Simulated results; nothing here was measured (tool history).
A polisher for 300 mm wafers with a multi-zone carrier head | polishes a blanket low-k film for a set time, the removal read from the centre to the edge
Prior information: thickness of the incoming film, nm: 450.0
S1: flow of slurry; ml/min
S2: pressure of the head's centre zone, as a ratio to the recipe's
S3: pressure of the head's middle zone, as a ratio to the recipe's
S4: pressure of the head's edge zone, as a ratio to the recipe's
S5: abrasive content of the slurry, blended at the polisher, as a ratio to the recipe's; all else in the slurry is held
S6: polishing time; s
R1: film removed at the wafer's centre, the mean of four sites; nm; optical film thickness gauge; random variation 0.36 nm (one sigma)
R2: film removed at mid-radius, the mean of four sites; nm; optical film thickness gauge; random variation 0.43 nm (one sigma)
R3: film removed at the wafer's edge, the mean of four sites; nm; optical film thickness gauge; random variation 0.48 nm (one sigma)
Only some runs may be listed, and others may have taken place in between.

Run 1, day 0: S1 140 ml/min, S2 1, S3 1, S4 1, S5 1, S6 74 s. Result: R1 36.405 nm, R2 34.96 nm, R3 35.615 nm.
Run 2, day 0.25: S1 150 ml/min, S2 0.98, S3 1.01, S4 1.04, S5 1.05, S6 74 s. Result: R1 36.315 nm, R2 36.862 nm, R3 37.97 nm.
Run 3, day 0.317: S1 150 ml/min, S2 1.06, S3 1.01, S4 1.04, S5 1.05, S6 74 s. Result: R1 39.107 nm, R2 36.786 nm, R3 37.959 nm.
Run 4, day 0.488: S1 160 ml/min, S2 1.04, S3 1.02, S4 1.07, S5 1.05, S6 74 s. Result: R1 38.94 nm, R2 37.363 nm, R3 38.689 nm.
Run 5, day 0.812: S1 130 ml/min, S2 1.04, S3 1.02, S4 1.07, S5 1.05, S6 74 s. Result: R1 37.353 nm, R2 36.535 nm, R3 37.877 nm.
Run 6, day 0.958: S1 130 ml/min, S2 1.04, S3 1.02, S4 1.07, S5 1.05, S6 57 s. Result: R1 29.051 nm, R2 27.612 nm, R3 29.504 nm.
Run 7, day 1.029: S1 135 ml/min, S2 1.03, S3 1.04, S4 1.09, S5 1.15, S6 58 s. Result: R1 30.356 nm, R2 30.763 nm, R3 31.547 nm.
Run 8, day 1.133: S1 140 ml/min, S2 1.02, S3 1.04, S4 1.11, S5 1.2, S6 60 s. Result: R1 32.452 nm, R2 32.077 nm, R3 33.238 nm.
Run 9, day 1.504: S1 140 ml/min, S2 1.02, S3 1.04, S4 1.11, S5 1.2, S6 60 s. Result: R1 32.58 nm, R2 32.492 nm, R3 34.203 nm.
Run 10, day 1.838: S1 145 ml/min, S2 1, S3 1.05, S4 1.13, S5 1.25, S6 60 s. Result: R1 32.143 nm, R2 33.05 nm, R3 34.678 nm.
Run 11, day 2.029: S1 150 ml/min, S2 0.99, S3 1.06, S4 1.14, S5 1.3, S6 61 s. Result: R1 33.734 nm, R2 34.473 nm, R3 35.791 nm.

Run 12 comes next. What will it give?
Run 12, day 2.108: S1 150 ml/min, S2 0.97, S3 1.07, S4 1.15, S5 1.35, S6 63 s. Result: R1 ?, R2 ?, R3 ?.

Run 12 produced R1 34.794 nm, R2 36.047 nm, R3 38.28 nm.

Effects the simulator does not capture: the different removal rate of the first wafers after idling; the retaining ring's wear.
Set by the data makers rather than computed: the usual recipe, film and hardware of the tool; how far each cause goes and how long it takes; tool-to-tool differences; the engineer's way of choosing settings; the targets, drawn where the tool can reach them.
